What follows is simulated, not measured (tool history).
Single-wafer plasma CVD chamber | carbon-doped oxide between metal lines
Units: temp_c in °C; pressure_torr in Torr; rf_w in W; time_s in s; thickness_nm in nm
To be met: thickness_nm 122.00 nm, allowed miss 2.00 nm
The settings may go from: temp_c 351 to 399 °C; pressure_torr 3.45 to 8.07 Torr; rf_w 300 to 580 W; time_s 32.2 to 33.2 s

run 1 hour=0.0 | temp_c=375 pressure_torr=5.76 rf_w=440 time_s=32.2 | thickness_nm=146.52
run 2 hour=4.2 | temp_c=375 pressure_torr=6.26 rf_w=440 time_s=32.2 | thickness_nm=148.12
run 3 hour=12.6 | temp_c=375 pressure_torr=5.34 rf_w=440 time_s=32.2 | thickness_nm=145.57
run 4 hour=20.2 | temp_c=375 pressure_torr=5.34 rf_w=400 time_s=32.2 | thickness_nm=135.14
run 5 hour=25.1 | temp_c=375 pressure_torr=5.34 rf_w=400 time_s=32.2 | thickness_nm=135.71
run 6 hour=29.2 | temp_c=384 pressure_torr=5.34 rf_w=400 time_s=32.2 | thickness_nm=131.90
run 7 hour=30.2 | temp_c=386 pressure_torr=5.13 rf_w=395 time_s=32.2 | thickness_nm=128.22
run 8 hour=38.3 | temp_c=388 pressure_torr=5.03 rf_w=395 time_s=32.2 | thickness_nm=128.40
run 9 hour=42.7 | temp_c=389 pressure_torr=4.89 rf_w=390 time_s=32.2 | thickness_nm=126.67
run 10 hour=49.7 | temp_c=393 pressure_torr=4.26 rf_w=375 time_s=32.2 | thickness_nm=119.38

5 next moves are on the table. One of them brings every result within its allowed miss. Which?
run A hour=56.7 | temp_c=393 pressure_torr=4.00 rf_w=395 time_s=33.2 | thickness_nm=?
run B hour=56.7 | temp_c=393 pressure_torr=3.90 rf_w=370 time_s=32.2 | thickness_nm=?
run C hour=56.7 | temp_c=397 pressure_torr=3.68 rf_w=350 time_s=33.2 | thickness_nm=?
run D hour=56.7 | temp_c=396 pressure_torr=6.06 rf_w=355 time_s=33.2 | thickness_nm=?
run E hour=56.7 | temp_c=385 pressure_torr=5.33 rf_w=365 time_s=33.2 | thickness_nm=?

move=A thickness_nm=128.70
move=B thickness_nm=118.16
move=C thickness_nm=114.72
move=D thickness_nm=122.47
move=E thickness_nm=126.67
A: takes the result that was furthest off past its target
B: further off than the last run
C: further off than the last run
D: meets every target
E: takes the result that was furthest off past its target
Move D is the one to make.
